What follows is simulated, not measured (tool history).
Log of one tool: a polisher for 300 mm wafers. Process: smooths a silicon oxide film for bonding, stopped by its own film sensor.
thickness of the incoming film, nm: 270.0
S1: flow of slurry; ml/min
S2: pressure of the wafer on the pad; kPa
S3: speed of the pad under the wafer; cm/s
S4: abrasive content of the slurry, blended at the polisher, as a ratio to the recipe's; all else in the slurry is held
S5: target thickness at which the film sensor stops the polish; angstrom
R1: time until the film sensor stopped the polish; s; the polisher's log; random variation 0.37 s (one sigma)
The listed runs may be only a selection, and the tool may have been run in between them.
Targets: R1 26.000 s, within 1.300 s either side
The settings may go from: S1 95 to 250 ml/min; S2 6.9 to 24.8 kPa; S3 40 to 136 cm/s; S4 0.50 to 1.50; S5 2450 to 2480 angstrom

run	day	S1	S2	S3	S4	S5	R1
1	0.000	160	15.9	88	1.00	2450	33.143
2	0.183	160	17.2	88	1.00	2450	30.888
3	0.558	160	15.2	88	1.00	2450	35.916
4	0.783	160	16.5	88	1.00	2450	32.346
5	0.867	160	16.5	88	1.00	2450	32.782
6	1.204	160	16.5	88	1.20	2450	29.223
7	1.262	160	17.2	88	1.20	2450	28.260
8	1.612	160	17.2	88	1.20	2450	27.901
9	1.692	160	17.2	88	1.20	2450	28.113

Exactly one of the 5 candidate moves below puts every result within its allowed miss. Which one?
A	1.771	135	19.3	74	1.20	2450	?
B	1.771	140	15.2	94	1.15	2470	?
C	1.771	140	15.9	96	1.20	2450	?
D	1.771	95	18.6	114	0.85	2470	?
E	1.771	145	15.9	82	1.15	2460	?

move	R1
A	29.398
B	28.744
C	28.800
D	25.638
E	31.881
A: the biggest miss grows against the last run
B: the biggest miss grows against the last run
C: the biggest miss grows against the last run
D: meets every target
E: the biggest miss grows against the last run
So the answer is move D, the one that meets all the targets.
